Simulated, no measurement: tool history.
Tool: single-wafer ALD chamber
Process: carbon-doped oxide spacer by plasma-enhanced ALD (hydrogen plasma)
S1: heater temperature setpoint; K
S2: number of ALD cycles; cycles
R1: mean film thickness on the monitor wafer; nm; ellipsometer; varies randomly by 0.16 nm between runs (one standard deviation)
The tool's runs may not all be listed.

run 1 hour=0.0 | S1=688.15 S2=637 | R1=31.198
run 2 hour=5.5 | S1=690.15 S2=616 | R1=29.960
run 3 hour=8.7 | S1=692.15 S2=603 | R1=29.170
run 4 hour=11.8 | S1=694.15 S2=595 | R1=28.864
run 5 hour=19.4 | S1=694.15 S2=513 | R1=24.864
run 6 hour=24.2 | S1=690.15 S2=513 | R1=25.369
run 7 hour=30.6 | S1=687.15 S2=525 | R1=25.779
run 8 hour=31.8 | S1=687.15 S2=538 | R1=26.527

Expected results for the next run?
run 9 hour=37.0 | S1=687.15 S2=538 | R1=?

For run 9 the tool returned R1 26.636 nm.

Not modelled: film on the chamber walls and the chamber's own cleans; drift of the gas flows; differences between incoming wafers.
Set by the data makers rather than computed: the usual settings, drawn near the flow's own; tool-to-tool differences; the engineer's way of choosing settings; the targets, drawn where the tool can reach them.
